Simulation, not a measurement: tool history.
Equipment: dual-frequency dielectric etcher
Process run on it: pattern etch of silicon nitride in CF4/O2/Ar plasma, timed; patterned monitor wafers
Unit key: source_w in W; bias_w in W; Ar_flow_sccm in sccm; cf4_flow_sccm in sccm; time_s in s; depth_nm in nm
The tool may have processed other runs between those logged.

{"run": 1, "hour": 0.0, "source_w": 410, "bias_w": 43, "Ar_flow_sccm": 138, "cf4_flow_sccm": 76, "time_s": 12.5, "depth_nm": 17.978}
{"run": 2, "hour": 5.2, "source_w": 450, "bias_w": 43, "Ar_flow_sccm": 138, "cf4_flow_sccm": 76, "time_s": 12.5, "depth_nm": 19.486}
{"run": 3, "hour": 9.9, "source_w": 500, "bias_w": 43, "Ar_flow_sccm": 138, "cf4_flow_sccm": 76, "time_s": 12.5, "depth_nm": 21.359}
{"run": 4, "hour": 14.5, "source_w": 500, "bias_w": 43, "Ar_flow_sccm": 138, "cf4_flow_sccm": 63, "time_s": 12.5, "depth_nm": 20.632}
{"run": 5, "hour": 21.9, "source_w": 510, "bias_w": 43, "Ar_flow_sccm": 138, "cf4_flow_sccm": 63, "time_s": 12.5, "depth_nm": 21.064}
{"run": 6, "hour": 28.0, "source_w": 520, "bias_w": 43, "Ar_flow_sccm": 138, "cf4_flow_sccm": 63, "time_s": 12.5, "depth_nm": 21.319}

Predict the results of run 7:
{"run": 7, "hour": 32.1, "source_w": 530, "bias_w": 43, "Ar_flow_sccm": 138, "cf4_flow_sccm": 63, "time_s": 12.5, "depth_nm": "?"}

Run 7 came out at depth_nm 21.68 nm.
